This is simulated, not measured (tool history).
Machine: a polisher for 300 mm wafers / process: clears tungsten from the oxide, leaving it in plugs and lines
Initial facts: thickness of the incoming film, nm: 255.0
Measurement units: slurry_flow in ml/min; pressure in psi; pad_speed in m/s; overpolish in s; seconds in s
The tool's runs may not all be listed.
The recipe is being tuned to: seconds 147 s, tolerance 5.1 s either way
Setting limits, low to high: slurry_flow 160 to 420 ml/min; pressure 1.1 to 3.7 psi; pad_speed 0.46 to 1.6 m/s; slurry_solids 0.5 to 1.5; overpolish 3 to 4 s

run,hour,slurry_flow,pressure,pad_speed,slurry_solids,overpolish,seconds
1,0,270,2.4,1.02,1,4,88.039
2,7.5,270,2.9,1.02,1,4,75.426
3,9.8,270,2.5,1,1,4,87.361
4,16.2,270,2.5,0.88,1,4,98.554
5,17.4,270,2.5,0.88,1,4,100.51
6,18.7,270,2.5,0.88,1.2,4,95.181
7,21.2,270,2.3,0.88,1.2,4,99.897
8,22.1,270,1.7,0.84,1.2,4,136.06

Pick the move, out of 4, that brings all results within their allowed miss; only one does.
A,23,170,1.7,0.9,1.05,3,?
B,23,265,1.9,0.72,1,4,?
C,23,220,1.5,0.96,1.15,4,?
D,23,305,1.6,0.74,1.15,4,?

move,seconds
A,138.79
B,149.97
C,138.08
D,161.53
A: nearer the targets than the last run, but a result is still out of spec
B: each result inside its tolerance
C: nearer the targets than the last run, but a result is still out of spec
D: the result that was furthest off in the last run now lies on the other side of its target
So the answer is move B, the one that meets all the targets.
